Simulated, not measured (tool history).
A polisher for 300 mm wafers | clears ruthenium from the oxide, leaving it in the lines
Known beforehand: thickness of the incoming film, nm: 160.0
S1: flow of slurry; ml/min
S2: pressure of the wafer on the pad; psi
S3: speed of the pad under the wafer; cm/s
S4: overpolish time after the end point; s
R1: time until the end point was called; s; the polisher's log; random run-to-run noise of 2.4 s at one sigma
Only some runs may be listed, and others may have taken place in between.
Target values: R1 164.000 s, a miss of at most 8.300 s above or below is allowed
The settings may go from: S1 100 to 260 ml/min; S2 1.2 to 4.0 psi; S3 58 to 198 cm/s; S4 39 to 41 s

run,day,S1,S2,S3,S4,R1
1,0.000,165,2.6,128,39,83.167
2,0.338,165,2.6,144,39,74.689
3,0.367,165,2.8,144,39,69.792
4,0.458,160,2.3,132,39,90.070
5,0.492,160,2.3,152,39,79.563
6,0.662,160,2.3,152,41,80.271
7,0.854,155,2.0,138,41,103.560
8,1.104,150,1.8,134,41,117.690
9,1.446,145,1.6,132,41,134.260
10,1.483,140,1.5,132,41,143.750
11,1.654,135,1.5,132,41,144.080

Exercise: of the 5 proposed moves below, exactly one satisfies all targets within the stated allowed misses. Which move is it?
A,1.825,160,1.4,104,41,?
B,1.825,160,1.2,120,39,?
C,1.825,110,1.7,128,41,?
D,1.825,130,1.3,122,41,?
E,1.825,165,1.3,126,39,?

move,R1
A,188.360
B,189.670
C,139.360
D,180.570
E,166.900
A: carries the result that was furthest off beyond its target, to the other side
B: carries the result that was furthest off beyond its target, to the other side
C: further off than the last run
D: carries the result that was furthest off beyond its target, to the other side
E: meets every target
Move E is the one to make.

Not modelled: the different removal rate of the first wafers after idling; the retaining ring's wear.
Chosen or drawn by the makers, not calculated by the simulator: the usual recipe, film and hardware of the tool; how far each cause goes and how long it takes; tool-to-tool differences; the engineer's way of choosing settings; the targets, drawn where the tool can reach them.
